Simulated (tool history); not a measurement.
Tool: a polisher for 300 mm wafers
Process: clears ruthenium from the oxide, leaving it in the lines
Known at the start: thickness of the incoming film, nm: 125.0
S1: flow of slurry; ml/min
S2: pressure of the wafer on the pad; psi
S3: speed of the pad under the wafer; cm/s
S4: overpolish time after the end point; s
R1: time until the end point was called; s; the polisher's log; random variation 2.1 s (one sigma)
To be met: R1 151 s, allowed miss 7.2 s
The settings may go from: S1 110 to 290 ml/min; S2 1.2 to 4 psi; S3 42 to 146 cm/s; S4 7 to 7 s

| run | hour | S1 | S2 | S3 | S4 | R1 |
|---|---|---|---|---|---|---|
| 1 | 0 | 185 | 2.6 | 94 | 7 | 78.79 |
| 2 | 5.2 | 185 | 2.3 | 92 | 7 | 88.935 |
| 3 | 11.8 | 185 | 2.1 | 88 | 7 | 100.13 |
| 4 | 18.6 | 185 | 2.1 | 74 | 7 | 114.71 |
| 5 | 22.1 | 185 | 2 | 74 | 7 | 119.87 |
| 6 | 28.8 | 185 | 2 | 74 | 7 | 119.74 |
| 7 | 35.4 | 185 | 1.9 | 74 | 7 | 124.24 |
| 8 | 38.7 | 185 | 1.8 | 74 | 7 | 129.27 |
| 9 | 47.5 | 185 | 1.7 | 74 | 7 | 140.01 |

5 next moves are on the table. One of them brings every result within its allowed miss. Which?
| A | 56.3 | 110 | 2.6 | 42 | 7 | ? |
| B | 56.3 | 195 | 1.4 | 70 | 7 | ? |
| C | 56.3 | 150 | 2 | 72 | 7 | ? |
| D | 56.3 | 185 | 1.7 | 82 | 7 | ? |
| E | 56.3 | 190 | 1.8 | 70 | 7 | ? |

| move | R1 |
|---|---|
| A | 156.13 |
| B | 172.58 |
| C | 128.28 |
| D | 130.06 |
| E | 138.37 |
A: meets every target
B: takes the result that was furthest off past its target
C: further off than the last run
D: further off than the last run
E: further off than the last run
Answer: A

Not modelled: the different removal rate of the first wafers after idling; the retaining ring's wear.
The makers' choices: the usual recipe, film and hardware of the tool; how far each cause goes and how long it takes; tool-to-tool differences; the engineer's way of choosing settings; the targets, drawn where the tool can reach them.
